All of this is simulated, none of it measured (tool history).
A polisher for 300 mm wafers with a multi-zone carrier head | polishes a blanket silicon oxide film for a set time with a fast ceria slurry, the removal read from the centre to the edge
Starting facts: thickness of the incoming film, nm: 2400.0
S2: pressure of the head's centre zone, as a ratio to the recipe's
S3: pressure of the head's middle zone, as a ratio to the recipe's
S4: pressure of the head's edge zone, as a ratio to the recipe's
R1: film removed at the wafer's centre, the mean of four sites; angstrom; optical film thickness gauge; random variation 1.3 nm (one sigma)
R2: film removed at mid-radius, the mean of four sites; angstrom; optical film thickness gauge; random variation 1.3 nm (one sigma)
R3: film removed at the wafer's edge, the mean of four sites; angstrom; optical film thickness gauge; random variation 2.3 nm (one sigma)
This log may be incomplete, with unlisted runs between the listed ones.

Run 1, day 0: flow of slurry (ml/min) 135, S2 1, S3 1, S4 1, polishing time (s) 66. Result: R1 4234 angstrom, R2 3805.5 angstrom, R3 3716.1 angstrom.
Run 2, day 0.112: flow of slurry (ml/min) 125, S2 0.97, S3 0.96, S4 0.97, polishing time (s) 59. Result: R1 3584.9 angstrom, R2 3269.9 angstrom, R3 3284.8 angstrom.
Run 3, day 0.3: flow of slurry (ml/min) 125, S2 1.02, S3 0.96, S4 0.97, polishing time (s) 59. Result: R1 3756.2 angstrom, R2 3220.5 angstrom, R3 3195 angstrom.
Run 4, day 0.45: flow of slurry (ml/min) 125, S2 0.94, S3 0.96, S4 0.97, polishing time (s) 59. Result: R1 3453.3 angstrom, R2 3266.5 angstrom, R3 3263.7 angstrom.
Run 5, day 0.596: flow of slurry (ml/min) 125, S2 0.86, S3 0.96, S4 0.97, polishing time (s) 59. Result: R1 3184.1 angstrom, R2 3223 angstrom, R3 3295.5 angstrom.
Run 6, day 0.8: flow of slurry (ml/min) 125, S2 0.86, S3 0.96, S4 0.93, polishing time (s) 59. Result: R1 3163 angstrom, R2 3276.2 angstrom, R3 3230.8 angstrom.
Run 7, day 1.167: flow of slurry (ml/min) 120, S2 0.87, S3 0.93, S4 0.92, polishing time (s) 53. Result: R1 2852.2 angstrom, R2 2773.7 angstrom, R3 2859.6 angstrom.
Run 8, day 1.504: flow of slurry (ml/min) 115, S2 0.87, S3 0.91, S4 0.89, polishing time (s) 50. Result: R1 2666.6 angstrom, R2 2579.8 angstrom, R3 2662.7 angstrom.
Run 9, day 1.767: flow of slurry (ml/min) 110, S2 0.87, S3 0.89, S4 0.87, polishing time (s) 47. Result: R1 2440.5 angstrom, R2 2329.9 angstrom, R3 2460.3 angstrom.
Run 10, day 1.929: flow of slurry (ml/min) 100, S2 0.92, S3 0.85, S4 0.81, polishing time (s) 37. Result: R1 2005.1 angstrom, R2 1719.4 angstrom, R3 1851.4 angstrom.
Run 11, day 2.262: flow of slurry (ml/min) 105, S2 0.91, S3 0.85, S4 0.82, polishing time (s) 37. Result: R1 1993.2 angstrom, R2 1759.8 angstrom, R3 1879 angstrom.
Run 12, day 2.592: flow of slurry (ml/min) 110, S2 0.91, S3 0.85, S4 0.84, polishing time (s) 37. Result: R1 2005.7 angstrom, R2 1781.4 angstrom, R3 1886.9 angstrom.
Run 13, day 2.946: flow of slurry (ml/min) 110, S2 0.92, S3 0.85, S4 0.87, polishing time (s) 37. Result: R1 2022.3 angstrom, R2 1778.8 angstrom, R3 1955.7 angstrom.
Run 14, day 3.038: flow of slurry (ml/min) 115, S2 0.92, S3 0.85, S4 0.88, polishing time (s) 37. Result: R1 2064.4 angstrom, R2 1787.8 angstrom, R3 1963.8 angstrom.
Run 15, day 3.312: flow of slurry (ml/min) 120, S2 0.92, S3 0.85, S4 0.88, polishing time (s) 37. Result: R1 2093.8 angstrom, R2 1810.2 angstrom, R3 1939.3 angstrom.
Run 16, day 3.517: flow of slurry (ml/min) 130, S2 0.9, S3 0.87, S4 0.95, polishing time (s) 38. Result: R1 2152.3 angstrom, R2 1947.7 angstrom, R3 2066.4 angstrom.
Run 17, day 3.538: flow of slurry (ml/min) 130, S2 0.9, S3 0.87, S4 0.94, polishing time (s) 38. Result: R1 2150.7 angstrom, R2 1921.5 angstrom, R3 2099.5 angstrom.

Predict the results of run 18:
Run 18, day 3.604: flow of slurry (ml/min) 130, S2 0.9, S3 0.87, S4 0.93, polishing time (s) 38. Result: R1 ?, R2 ?, R3 ?.

{"run 18": {"R1": 2178.6, "R2": 1910.6, "R3": 2104.5}}
